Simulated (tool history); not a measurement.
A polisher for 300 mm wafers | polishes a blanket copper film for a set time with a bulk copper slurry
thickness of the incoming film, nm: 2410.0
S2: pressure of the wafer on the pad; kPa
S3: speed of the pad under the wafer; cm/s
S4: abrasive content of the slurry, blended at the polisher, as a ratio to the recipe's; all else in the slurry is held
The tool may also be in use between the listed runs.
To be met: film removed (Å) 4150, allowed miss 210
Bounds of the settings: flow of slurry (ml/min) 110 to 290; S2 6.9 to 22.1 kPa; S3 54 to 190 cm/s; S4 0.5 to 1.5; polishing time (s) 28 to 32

{"run": 1, "hour": 0.0, "flow of slurry (ml/min)": 185, "S2": 14.5, "S3": 122, "S4": 1, "polishing time (s)": 32, "film removed (Å)": 3115.2}
{"run": 2, "hour": 4.7, "flow of slurry (ml/min)": 185, "S2": 15.2, "S3": 122, "S4": 1, "polishing time (s)": 32, "film removed (Å)": 3233.7}
{"run": 3, "hour": 8.5, "flow of slurry (ml/min)": 185, "S2": 15.2, "S3": 122, "S4": 1, "polishing time (s)": 28, "film removed (Å)": 2767.3}
{"run": 4, "hour": 17.3, "flow of slurry (ml/min)": 185, "S2": 16.5, "S3": 124, "S4": 1, "polishing time (s)": 28, "film removed (Å)": 3060.3}
{"run": 5, "hour": 25.8, "flow of slurry (ml/min)": 185, "S2": 13.8, "S3": 124, "S4": 1, "polishing time (s)": 28, "film removed (Å)": 2622.6}
{"run": 6, "hour": 34.8, "flow of slurry (ml/min)": 185, "S2": 15.2, "S3": 126, "S4": 1, "polishing time (s)": 28, "film removed (Å)": 2934.7}
{"run": 7, "hour": 38.5, "flow of slurry (ml/min)": 185, "S2": 16.5, "S3": 128, "S4": 1, "polishing time (s)": 28, "film removed (Å)": 3155.6}
{"run": 8, "hour": 41.6, "flow of slurry (ml/min)": 185, "S2": 17.9, "S3": 130, "S4": 1, "polishing time (s)": 28, "film removed (Å)": 3617.2}
{"run": 9, "hour": 44.1, "flow of slurry (ml/min)": 185, "S2": 18.6, "S3": 130, "S4": 1, "polishing time (s)": 28, "film removed (Å)": 3603.9}
{"run": 10, "hour": 46.7, "flow of slurry (ml/min)": 185, "S2": 19.3, "S3": 130, "S4": 1, "polishing time (s)": 28, "film removed (Å)": 3740}
{"run": 11, "hour": 52.7, "flow of slurry (ml/min)": 185, "S2": 20, "S3": 130, "S4": 1, "polishing time (s)": 28, "film removed (Å)": 3880}

5 next moves are on the table. One of them brings every result within its allowed miss. Which?
{"run": "A", "hour": 58.7, "flow of slurry (ml/min)": 225, "S2": 18.6, "S3": 120, "S4": 0.9, "polishing time (s)": 31, "film removed (Å)": "?"}
{"run": "B", "hour": 58.7, "flow of slurry (ml/min)": 175, "S2": 22.1, "S3": 116, "S4": 1, "polishing time (s)": 30, "film removed (Å)": "?"}
{"run": "C", "hour": 58.7, "flow of slurry (ml/min)": 175, "S2": 18.6, "S3": 130, "S4": 1, "polishing time (s)": 28, "film removed (Å)": "?"}
{"run": "D", "hour": 58.7, "flow of slurry (ml/min)": 185, "S2": 20, "S3": 116, "S4": 1, "polishing time (s)": 29, "film removed (Å)": "?"}
{"run": "E", "hour": 58.7, "flow of slurry (ml/min)": 235, "S2": 20, "S3": 124, "S4": 0.8, "polishing time (s)": 28, "film removed (Å)": "?"}

move=A film_removed_(Å)=3774.3
move=B film_removed_(Å)=4172.4
move=C film_removed_(Å)=3628
move=D film_removed_(Å)=3687.7
move=E film_removed_(Å)=3675.4
A: further off than the last run
B: meets every target
C: further off than the last run
D: further off than the last run
E: further off than the last run
Move B is the one to make.

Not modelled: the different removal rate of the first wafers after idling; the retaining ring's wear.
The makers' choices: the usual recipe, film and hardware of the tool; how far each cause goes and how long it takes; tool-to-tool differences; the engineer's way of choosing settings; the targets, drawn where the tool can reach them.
